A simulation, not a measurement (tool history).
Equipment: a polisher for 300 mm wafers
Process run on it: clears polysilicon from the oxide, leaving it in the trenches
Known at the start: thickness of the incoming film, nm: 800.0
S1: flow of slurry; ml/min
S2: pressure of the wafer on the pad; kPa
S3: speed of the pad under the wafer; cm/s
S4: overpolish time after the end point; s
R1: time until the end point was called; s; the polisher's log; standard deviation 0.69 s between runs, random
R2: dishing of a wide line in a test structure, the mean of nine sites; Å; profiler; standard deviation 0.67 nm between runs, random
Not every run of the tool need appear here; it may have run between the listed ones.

run 1 day=0.000 | S1=235 S2=15.2 S3=124 S4=12 | R1=60.981 R2=499.22
run 2 day=0.133 | S1=235 S2=15.9 S3=124 S4=11 | R1=58.274 R2=491.17
run 3 day=0.200 | S1=235 S2=16.5 S3=122 S4=10 | R1=58.920 R2=495.35
run 4 day=0.258 | S1=250 S2=15.2 S3=132 S4=9 | R1=57.942 R2=466.34
run 5 day=0.600 | S1=250 S2=15.2 S3=132 S4=14 | R1=58.520 R2=516.49
run 6 day=0.638 | S1=250 S2=15.2 S3=150 S4=14 | R1=51.722 R2=524.70
run 7 day=0.679 | S1=265 S2=14.5 S3=156 S4=13 | R1=51.253 R2=524.64
-- day=1.046 head pressure recalibrated
run 8 day=1.046 | S1=245 S2=14.5 S3=160 S4=12 | R1=54.922 R2=496.98
run 9 day=1.121 | S1=180 S2=18.6 S3=182 S4=6 | R1=39.318 R2=466.25
run 10 day=1.175 | S1=180 S2=18.6 S3=182 S4=6 | R1=38.737 R2=482.24
run 11 day=1.529 | S1=195 S2=17.9 S3=184 S4=6 | R1=39.744 R2=467.89
run 12 day=1.596 | S1=220 S2=17.2 S3=186 S4=6 | R1=39.486 R2=482.55
run 13 day=1.954 | S1=210 S2=17.2 S3=188 S4=6 | R1=38.914 R2=470.35
run 14 day=2.267 | S1=210 S2=17.2 S3=188 S4=6 | R1=40.462 R2=466.74

Forecast run 15:
run 15 day=2.571 | S1=200 S2=17.2 S3=188 S4=6 | R1=? R2=?

{"run 15": {"R1": 39.765, "R2": 473.54}}

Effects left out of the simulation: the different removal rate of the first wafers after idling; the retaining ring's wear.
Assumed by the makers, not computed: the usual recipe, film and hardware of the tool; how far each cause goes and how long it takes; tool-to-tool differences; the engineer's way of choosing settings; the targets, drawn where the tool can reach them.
